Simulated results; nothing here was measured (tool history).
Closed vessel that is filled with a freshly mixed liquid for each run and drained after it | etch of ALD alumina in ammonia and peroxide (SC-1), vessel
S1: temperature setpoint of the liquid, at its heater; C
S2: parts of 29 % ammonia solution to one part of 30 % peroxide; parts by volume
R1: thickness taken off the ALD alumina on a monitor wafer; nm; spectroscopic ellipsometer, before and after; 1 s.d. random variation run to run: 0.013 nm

{"run": 1, "hour": 0.0, "S1": 62.0, "S2": 0.75, "time in the liquid (s)": 30, "R1": 4.6246}
{"run": 2, "hour": 1.6, "S1": 61.5, "S2": 0.75, "time in the liquid (s)": 30, "R1": 4.5379}
{"run": 3, "hour": 9.4, "S1": 61.5, "S2": 1.0, "time in the liquid (s)": 30, "R1": 4.6459}
{"run": 4, "hour": 11.9, "S1": 61.0, "S2": 1.0, "time in the liquid (s)": 30, "R1": 4.5088}
{"run": 5, "hour": 17.0, "S1": 61.0, "S2": 0.75, "time in the liquid (s)": 30, "R1": 4.3858}
{"run": 6, "hour": 19.5, "S1": 61.0, "S2": 0.55, "time in the liquid (s)": 30, "R1": 4.2558}
{"run": 7, "hour": 25.9, "S1": 60.5, "S2": 0.55, "time in the liquid (s)": 30, "R1": 4.14}
{"run": 8, "hour": 33.1, "S1": 60.0, "S2": 0.55, "time in the liquid (s)": 30, "R1": 4.0352}
{"run": 9, "hour": 41.4, "S1": 60.0, "S2": 0.55, "time in the liquid (s)": 30, "R1": 4.0712}
{"run": 10, "hour": 45.4, "S1": 60.0, "S2": 0.55, "time in the liquid (s)": 30, "R1": 4.0453}

What will run 11 give?
{"run": 11, "hour": 50.9, "S1": 59.5, "S2": 0.55, "time in the liquid (s)": 30, "R1": "?"}

{"run 11": {"R1": 3.93}}

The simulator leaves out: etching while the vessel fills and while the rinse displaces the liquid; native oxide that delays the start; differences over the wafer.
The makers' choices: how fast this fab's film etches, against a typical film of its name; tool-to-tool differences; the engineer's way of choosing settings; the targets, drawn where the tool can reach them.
